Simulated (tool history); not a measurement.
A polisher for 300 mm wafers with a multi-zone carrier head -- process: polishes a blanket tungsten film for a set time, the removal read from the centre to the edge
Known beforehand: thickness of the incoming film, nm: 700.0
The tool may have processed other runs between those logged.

| run | hour | flow of slurry (ml/min) | pressure of the head's centre zone | pressure of the head's middle zone | pressure of the head's edge zone | abrasive content of the slurry | polishing time (s) | film removed at the wafer's centre (Å) | film removed at mid-radius (Å) | film removed at the wafer's edge (Å) |
|---|---|---|---|---|---|---|---|---|---|---|
| 1 | 0 | 220 | 1 | 1 | 1 | 1 | 29 | 2858.6 | 2826.4 | 2821.9 |
| 2 | 7 | 230 | 0.99 | 1.05 | 1.01 | 1.1 | 30 | 3008.3 | 3188.1 | 3058.7 |
| 3 | 14.8 | 230 | 0.99 | 1.12 | 1.01 | 1.1 | 30 | 3015 | 3331.1 | 3039.1 |
| 4 | 20.9 | 230 | 0.99 | 1.06 | 1.01 | 1.1 | 30 | 2961.1 | 3202 | 3075.2 |
| 5 | 29.4 | 230 | 1.03 | 1.06 | 1.01 | 1.1 | 30 | 3118.2 | 3180.7 | 3051.2 |
| 6 | 36.2 | 230 | 1.03 | 1.06 | 1.01 | 1.1 | 25 | 2667.6 | 2639.6 | 2551.2 |
| 7 | 38.4 | 240 | 1.02 | 1.09 | 1.01 | 1.2 | 27 | 2847.2 | 3001.2 | 2827.4 |
| 8 | 43.5 | 250 | 1.01 | 1.11 | 1 | 1.25 | 28 | 3029.8 | 3192.8 | 2949.5 |

Expected results for the next run?
| 9 | 50.6 | 240 | 0.91 | 1.19 | 0.96 | 1.5 | 36 | ? | ? | ? |

film removed at the wafer's centre (Å): 3729.2
film removed at mid-radius (Å): 4585.1
film removed at the wafer's edge (Å): 3943.5
